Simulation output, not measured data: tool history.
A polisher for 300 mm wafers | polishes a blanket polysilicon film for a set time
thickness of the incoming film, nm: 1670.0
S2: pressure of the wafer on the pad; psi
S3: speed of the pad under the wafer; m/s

Run 1, hour 0.0: flow of slurry (ml/min) 130, S2 2.0 psi, S3 1.14 m/s, polishing time (s) 53. Result: film removed (nm) 351.84.
Run 2, hour 7.4: flow of slurry (ml/min) 160, S2 2.0 psi, S3 1.14 m/s, polishing time (s) 53. Result: film removed (nm) 361.33.
Run 3, hour 16.4: flow of slurry (ml/min) 155, S2 1.9 psi, S3 1.14 m/s, polishing time (s) 53. Result: film removed (nm) 341.46.
Run 4, hour 18.1: flow of slurry (ml/min) 145, S2 1.9 psi, S3 1.14 m/s, polishing time (s) 53. Result: film removed (nm) 339.96.
Run 5, hour 24.0: flow of slurry (ml/min) 145, S2 1.8 psi, S3 1.14 m/s, polishing time (s) 53. Result: film removed (nm) 324.68.
Run 6, hour 30.4: flow of slurry (ml/min) 145, S2 1.8 psi, S3 1.14 m/s, polishing time (s) 53. Result: film removed (nm) 324.40.

The next listed run, before its measurement:
Run 7, hour 35.2: flow of slurry (ml/min) 135, S2 1.6 psi, S3 1.14 m/s, polishing time (s) 53. Result: film removed (nm) ?.

{"run 7": {"film removed (nm)": 282.81}}

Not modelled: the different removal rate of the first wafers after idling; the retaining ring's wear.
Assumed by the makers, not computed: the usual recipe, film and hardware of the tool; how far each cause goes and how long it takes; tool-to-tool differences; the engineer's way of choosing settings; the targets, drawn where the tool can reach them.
